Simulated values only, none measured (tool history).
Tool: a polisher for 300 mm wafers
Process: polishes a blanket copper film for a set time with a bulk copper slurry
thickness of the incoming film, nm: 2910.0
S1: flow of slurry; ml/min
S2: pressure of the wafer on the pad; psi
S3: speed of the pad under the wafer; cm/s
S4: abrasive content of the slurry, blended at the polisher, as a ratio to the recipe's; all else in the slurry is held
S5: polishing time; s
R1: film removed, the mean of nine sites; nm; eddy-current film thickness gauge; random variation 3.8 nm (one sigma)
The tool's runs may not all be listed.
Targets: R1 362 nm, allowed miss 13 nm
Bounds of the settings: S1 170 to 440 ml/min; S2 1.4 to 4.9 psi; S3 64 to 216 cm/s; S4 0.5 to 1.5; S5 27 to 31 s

{"run": 1, "hour": 0.0, "S1": 280, "S2": 3.1, "S3": 140, "S4": 1, "S5": 31, "R1": 411.86}
{"run": 2, "hour": 0.9, "S1": 280, "S2": 2.9, "S3": 140, "S4": 1, "S5": 31, "R1": 386.05}
{"run": 3, "hour": 8.8, "S1": 280, "S2": 2.9, "S3": 174, "S4": 1, "S5": 31, "R1": 477.49}
{"run": 4, "hour": 17.5, "S1": 280, "S2": 3.3, "S3": 174, "S4": 1, "S5": 31, "R1": 528.21}
{"run": 5, "hour": 22.3, "S1": 280, "S2": 2.7, "S3": 174, "S4": 1, "S5": 31, "R1": 458.33}
{"run": 6, "hour": 30.0, "S1": 280, "S2": 2.7, "S3": 174, "S4": 0.85, "S5": 31, "R1": 437.99}
{"run": 7, "hour": 33.9, "S1": 280, "S2": 2.6, "S3": 174, "S4": 0.85, "S5": 31, "R1": 433.36}
{"run": 8, "hour": 40.4, "S1": 280, "S2": 2.5, "S3": 174, "S4": 0.85, "S5": 31, "R1": 415.57}

4 next moves are on the table. One of them brings every result within its allowed miss. Which?
{"run": "A", "hour": 46.9, "S1": 355, "S2": 2.4, "S3": 152, "S4": 0.85, "S5": 31, "R1": "?"}
{"run": "B", "hour": 46.9, "S1": 315, "S2": 2.5, "S3": 178, "S4": 0.8, "S5": 28, "R1": "?"}
{"run": "C", "hour": 46.9, "S1": 275, "S2": 2.8, "S3": 176, "S4": 0.85, "S5": 29, "R1": "?"}
{"run": "D", "hour": 46.9, "S1": 290, "S2": 2.7, "S3": 156, "S4": 0.85, "S5": 31, "R1": "?"}

move=A R1=365.24
move=B R1=387.94
move=C R1=430.11
move=D R1=400.24
A: meets every target
B: nearer than the last run, and not there yet
C: further off than the last run
D: nearer than the last run, and not there yet
The right move is A.

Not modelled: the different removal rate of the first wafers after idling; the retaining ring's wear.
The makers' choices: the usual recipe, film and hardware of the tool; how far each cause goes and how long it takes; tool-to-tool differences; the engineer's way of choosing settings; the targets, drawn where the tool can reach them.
